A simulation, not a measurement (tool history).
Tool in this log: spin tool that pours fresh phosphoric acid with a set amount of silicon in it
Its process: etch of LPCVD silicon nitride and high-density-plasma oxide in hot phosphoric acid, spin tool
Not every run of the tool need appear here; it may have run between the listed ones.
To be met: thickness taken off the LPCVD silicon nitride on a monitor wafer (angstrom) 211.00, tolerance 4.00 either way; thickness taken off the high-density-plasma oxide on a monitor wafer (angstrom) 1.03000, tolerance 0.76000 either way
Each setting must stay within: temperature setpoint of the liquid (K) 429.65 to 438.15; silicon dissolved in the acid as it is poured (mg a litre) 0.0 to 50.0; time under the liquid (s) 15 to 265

run,hour,temperature setpoint of the liquid (K),silicon dissolved in the acid as it is poured (mg a litre),time under the liquid (s),thickness taken off the LPCVD silicon nitride on a monitor wafer (angstrom),thickness taken off the high-density-plasma oxide on a monitor wafer (angstrom)
1,0.0,433.15,28.0,135,126.76,1.41460
2,0.9,434.15,33.5,145,140.61,1.73980
3,4.1,434.15,37.5,160,155.80,0.94202
4,11.4,434.65,39.0,165,162.12,1.20190
5,13.3,435.15,41.5,175,175.58,1.01060
6,20.4,434.15,41.5,175,169.16,0.81907
7,21.9,434.65,43.0,180,175.97,0.71248
8,27.5,435.15,43.5,185,185.51,0.96261

Which single option among these 4 for the next run brings every result within its allowed miss of target? Just one does.
A,33.1,434.15,36.5,180,?,?
B,33.1,432.65,42.0,230,?,?
C,33.1,436.15,43.5,220,?,?
D,33.1,436.65,39.5,210,?,?

move,thickness taken off the LPCVD silicon nitride on a monitor wafer (angstrom),thickness taken off the high-density-plasma oxide on a monitor wafer (angstrom)
A,175.84,0.94121
B,213.66,0.75631
C,229.70,0.82819
D,222.92,1.10510
A: its largest miss is bigger than the last run's
B: every result lands within tolerance
C: takes the result that was furthest off past its target
D: takes the result that was furthest off past its target
Answer: B
